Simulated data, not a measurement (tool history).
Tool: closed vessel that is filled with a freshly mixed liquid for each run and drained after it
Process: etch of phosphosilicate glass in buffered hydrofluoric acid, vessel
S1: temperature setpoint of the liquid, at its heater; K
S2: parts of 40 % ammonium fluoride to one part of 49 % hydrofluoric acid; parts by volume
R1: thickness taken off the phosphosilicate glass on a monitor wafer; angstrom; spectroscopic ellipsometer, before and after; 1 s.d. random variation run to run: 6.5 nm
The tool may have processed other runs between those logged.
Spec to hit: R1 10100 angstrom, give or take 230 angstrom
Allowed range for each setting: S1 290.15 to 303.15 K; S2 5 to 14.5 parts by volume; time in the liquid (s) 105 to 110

{"run": 1, "hour": 0.0, "S1": 295.15, "S2": 9, "time in the liquid (s)": 105, "R1": 5145.3}
{"run": 2, "hour": 7.7, "S1": 295.15, "S2": 9, "time in the liquid (s)": 110, "R1": 5452.8}
{"run": 3, "hour": 12.5, "S1": 295.15, "S2": 9, "time in the liquid (s)": 105, "R1": 5090.2}
{"run": 4, "hour": 18.3, "S1": 295.15, "S2": 6.5, "time in the liquid (s)": 105, "R1": 7255}
{"run": 5, "hour": 27.0, "S1": 295.15, "S2": 8.5, "time in the liquid (s)": 105, "R1": 5458.8}
{"run": 6, "hour": 28.3, "S1": 296.65, "S2": 8.5, "time in the liquid (s)": 105, "R1": 5945.6}
{"run": 7, "hour": 33.6, "S1": 297.65, "S2": 8.5, "time in the liquid (s)": 105, "R1": 6252.3}
{"run": 8, "hour": 41.3, "S1": 298.65, "S2": 8.5, "time in the liquid (s)": 105, "R1": 6602.1}
{"run": 9, "hour": 43.6, "S1": 299.15, "S2": 8.5, "time in the liquid (s)": 105, "R1": 6800.3}
{"run": 10, "hour": 44.8, "S1": 303.15, "S2": 6.5, "time in the liquid (s)": 105, "R1": 10994}
{"run": 11, "hour": 48.6, "S1": 302.15, "S2": 6.5, "time in the liquid (s)": 105, "R1": 10525}

Consider the 4 candidate settings below. Which is the only one whose results all fall within their allowed miss of target?
{"run": "A", "hour": 52.4, "S1": 302.65, "S2": 7.5, "time in the liquid (s)": 105, "R1": "?"}
{"run": "B", "hour": 52.4, "S1": 301.65, "S2": 7.5, "time in the liquid (s)": 110, "R1": "?"}
{"run": "C", "hour": 52.4, "S1": 302.65, "S2": 7, "time in the liquid (s)": 105, "R1": "?"}
{"run": "D", "hour": 52.4, "S1": 303.15, "S2": 7.5, "time in the liquid (s)": 105, "R1": "?"}

move=A R1=9482
move=B R1=9423.5
move=C R1=10214
move=D R1=9734
A: takes the result that was furthest off past its target
B: takes the result that was furthest off past its target
C: in spec on every target
D: takes the result that was furthest off past its target
The right move is C.

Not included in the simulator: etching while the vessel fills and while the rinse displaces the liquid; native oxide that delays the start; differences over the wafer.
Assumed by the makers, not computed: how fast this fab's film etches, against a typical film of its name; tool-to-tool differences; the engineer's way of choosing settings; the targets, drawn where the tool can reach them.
